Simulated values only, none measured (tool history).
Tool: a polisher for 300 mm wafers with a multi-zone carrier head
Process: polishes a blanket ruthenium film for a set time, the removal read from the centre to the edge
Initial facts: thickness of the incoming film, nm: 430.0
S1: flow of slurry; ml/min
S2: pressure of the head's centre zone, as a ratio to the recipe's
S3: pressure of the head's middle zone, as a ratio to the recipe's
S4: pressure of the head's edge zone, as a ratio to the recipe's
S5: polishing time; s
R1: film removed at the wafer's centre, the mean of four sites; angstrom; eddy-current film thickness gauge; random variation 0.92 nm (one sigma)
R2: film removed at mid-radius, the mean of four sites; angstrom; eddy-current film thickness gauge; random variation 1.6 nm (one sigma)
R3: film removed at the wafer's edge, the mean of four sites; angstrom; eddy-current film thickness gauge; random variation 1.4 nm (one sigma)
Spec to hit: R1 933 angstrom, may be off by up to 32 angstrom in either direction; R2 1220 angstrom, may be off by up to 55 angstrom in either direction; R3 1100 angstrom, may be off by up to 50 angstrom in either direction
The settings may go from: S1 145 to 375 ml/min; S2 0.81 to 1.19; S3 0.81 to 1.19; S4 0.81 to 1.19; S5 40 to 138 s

{"run": 1, "hour": 0.0, "S1": 240, "S2": 1, "S3": 1, "S4": 1, "S5": 88, "R1": 1713.5, "R2": 1863.8, "R3": 1822.4}
{"run": 2, "hour": 8.5, "S1": 240, "S2": 1, "S3": 0.95, "S4": 1, "S5": 88, "R1": 1721, "R2": 1749.2, "R3": 1810.4}
{"run": 3, "hour": 14.9, "S1": 240, "S2": 1, "S3": 0.95, "S4": 1.08, "S5": 88, "R1": 1720.3, "R2": 1769.5, "R3": 1919.1}
{"run": 4, "hour": 22.1, "S1": 235, "S2": 0.97, "S3": 0.96, "S4": 1.04, "S5": 81, "R1": 1515.6, "R2": 1660.5, "R3": 1695.5}
{"run": 5, "hour": 22.9, "S1": 230, "S2": 0.94, "S3": 0.95, "S4": 1.01, "S5": 76, "R1": 1368.8, "R2": 1527.9, "R3": 1601.3}
{"hour": 24.2, "done": "centre zone pressure recalibrated"}
{"run": 6, "hour": 24.2, "S1": 230, "S2": 0.94, "S3": 1.03, "S4": 1.01, "S5": 76, "R1": 1476.7, "R2": 1622, "R3": 1574.7}
{"run": 7, "hour": 29.7, "S1": 230, "S2": 0.91, "S3": 1.02, "S4": 0.97, "S5": 72, "R1": 1344.9, "R2": 1546.3, "R3": 1453.7}
{"run": 8, "hour": 33.8, "S1": 225, "S2": 0.89, "S3": 1.02, "S4": 0.96, "S5": 68, "R1": 1258.6, "R2": 1464.4, "R3": 1400.4}
{"run": 9, "hour": 36.4, "S1": 225, "S2": 0.87, "S3": 1.03, "S4": 0.96, "S5": 64, "R1": 1158.8, "R2": 1386.3, "R3": 1305.3}
{"run": 10, "hour": 45.0, "S1": 225, "S2": 0.86, "S3": 1.04, "S4": 0.96, "S5": 61, "R1": 1077.5, "R2": 1328.5, "R3": 1238.2}
{"run": 11, "hour": 49.5, "S1": 225, "S2": 0.86, "S3": 1.04, "S4": 0.96, "S5": 61, "R1": 1091.8, "R2": 1332.6, "R3": 1240}
{"run": 12, "hour": 58.2, "S1": 225, "S2": 0.85, "S3": 1.05, "S4": 0.96, "S5": 59, "R1": 1032.1, "R2": 1273.2, "R3": 1180.4}
{"run": 13, "hour": 61.6, "S1": 225, "S2": 0.84, "S3": 1.06, "S4": 0.96, "S5": 58, "R1": 1005.1, "R2": 1288, "R3": 1168.8}

Of the 5 settings listed for the next run, only one would bring every result within its allowed miss of target. Which one?
{"run": "A", "hour": 65.0, "S1": 225, "S2": 0.84, "S3": 0.96, "S4": 0.98, "S5": 53, "R1": "?", "R2": "?", "R3": "?"}
{"run": "B", "hour": 65.0, "S1": 170, "S2": 0.81, "S3": 1.05, "S4": 0.9, "S5": 57, "R1": "?", "R2": "?", "R3": "?"}
{"run": "C", "hour": 65.0, "S1": 230, "S2": 0.91, "S3": 1.02, "S4": 0.91, "S5": 59, "R1": "?", "R2": "?", "R3": "?"}
{"run": "D", "hour": 65.0, "S1": 165, "S2": 0.86, "S3": 0.89, "S4": 1.09, "S5": 57, "R1": "?", "R2": "?", "R3": "?"}
{"run": "E", "hour": 65.0, "S1": 265, "S2": 0.91, "S3": 1.04, "S4": 0.93, "S5": 58, "R1": "?", "R2": "?", "R3": "?"}

move=A R1=925.65 R2=1069.5 R3=1077.6
move=B R1=939.95 R2=1212.8 R3=1093.4
move=C R1=1109.8 R2=1254.8 R3=1159.1
move=D R1=987.71 R2=1052.5 R3=1199.2
move=E R1=1104.6 R2=1267.9 R3=1160.3
A: the furthest-off result lands on target, but another misses its tolerance
B: every result within its allowed miss
C: further off than the last run
D: further off than the last run
E: further off than the last run
Move B is the one to make.

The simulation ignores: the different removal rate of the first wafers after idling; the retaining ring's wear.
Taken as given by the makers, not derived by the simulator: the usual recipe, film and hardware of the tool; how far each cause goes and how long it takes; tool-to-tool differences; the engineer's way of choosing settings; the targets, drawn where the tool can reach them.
